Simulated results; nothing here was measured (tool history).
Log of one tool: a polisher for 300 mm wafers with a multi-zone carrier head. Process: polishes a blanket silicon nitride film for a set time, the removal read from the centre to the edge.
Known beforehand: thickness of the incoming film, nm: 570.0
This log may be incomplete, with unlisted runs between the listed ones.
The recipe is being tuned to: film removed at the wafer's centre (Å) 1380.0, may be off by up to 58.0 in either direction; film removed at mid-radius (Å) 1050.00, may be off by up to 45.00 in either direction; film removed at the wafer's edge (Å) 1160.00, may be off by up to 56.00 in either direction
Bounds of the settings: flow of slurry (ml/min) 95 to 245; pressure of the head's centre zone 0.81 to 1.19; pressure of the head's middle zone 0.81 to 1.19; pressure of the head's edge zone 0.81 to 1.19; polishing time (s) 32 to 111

run,day,flow of slurry (ml/min),pressure of the head's centre zone,pressure of the head's middle zone,pressure of the head's edge zone,polishing time (s),film removed at the wafer's centre (Å),film removed at mid-radius (Å),film removed at the wafer's edge (Å)
1,0.000,155,1.00,1.00,1.00,71,1816.0,1730.70,1787.40
2,0.142,150,1.02,0.97,0.97,65,1690.2,1583.80,1587.70
3,0.196,150,1.02,0.97,0.97,52,1352.6,1286.90,1291.70
4,0.367,150,1.02,0.97,0.89,52,1325.8,1264.30,1228.60
5,0.579,150,1.10,0.97,0.89,52,1441.8,1256.10,1238.60
6,0.692,150,1.10,0.97,0.89,41,1109.1,991.75,960.01
7,0.821,155,1.11,0.94,0.91,43,1222.3,1028.10,1036.70
8,0.946,160,1.11,0.93,0.93,44,1228.1,1040.50,1048.60
9,1.279,155,1.12,0.91,0.95,45,1316.5,1021.70,1126.80

Below are 5 possible settings for the next run. Only one of them brings all results inside the allowed miss of their targets. Which is it?
A,1.612,155,1.07,0.89,0.95,44,?,?,?
B,1.612,180,1.19,0.88,1.04,45,?,?,?
C,1.612,120,1.07,0.89,0.98,48,?,?,?
D,1.612,125,1.07,0.91,0.99,48,?,?,?
E,1.612,155,1.02,0.89,1.04,47,?,?,?

move,film removed at the wafer's centre (Å),film removed at mid-radius (Å),film removed at the wafer's edge (Å)
A,1209.6,1001.50,1061.80
B,1407.7,1034.70,1150.80
C,1265.5,1053.00,1145.10
D,1274.5,1077.90,1155.40
E,1231.3,1069.90,1184.80
A: misses by more than the last run did
B: hits every target within its allowed miss
C: misses by more than the last run did
D: misses by more than the last run did
E: misses by more than the last run did
B is the move that brings every result within its allowed miss.
